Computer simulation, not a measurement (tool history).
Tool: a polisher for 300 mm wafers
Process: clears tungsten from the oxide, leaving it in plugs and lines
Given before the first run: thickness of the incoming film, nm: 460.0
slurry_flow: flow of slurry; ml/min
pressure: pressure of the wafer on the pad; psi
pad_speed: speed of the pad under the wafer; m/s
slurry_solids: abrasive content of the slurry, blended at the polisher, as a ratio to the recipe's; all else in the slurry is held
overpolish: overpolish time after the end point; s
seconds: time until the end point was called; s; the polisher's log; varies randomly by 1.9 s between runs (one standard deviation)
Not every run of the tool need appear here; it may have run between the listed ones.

run	hour	slurry_flow	pressure	pad_speed	slurry_solids	overpolish	seconds
1	0.0	235	3.3	1.28	1.0	25	89.06
2	5.7	235	2.9	1.26	1.0	25	105.31
3	9.4	190	2.9	1.26	1.0	25	106.83
4	17.5	190	2.9	1.26	1.0	27	105.36
# hour 24.8: head pressure recalibrated
5	24.8	190	2.9	1.26	1.0	25	110.22
6	27.7	190	2.9	1.26	0.9	25	117.93
7	35.4	190	2.8	1.26	0.9	25	116.51

What will run 8 give?
8	36.5	190	2.7	1.26	0.9	25	?

{"run 8": {"seconds": 125.18}}
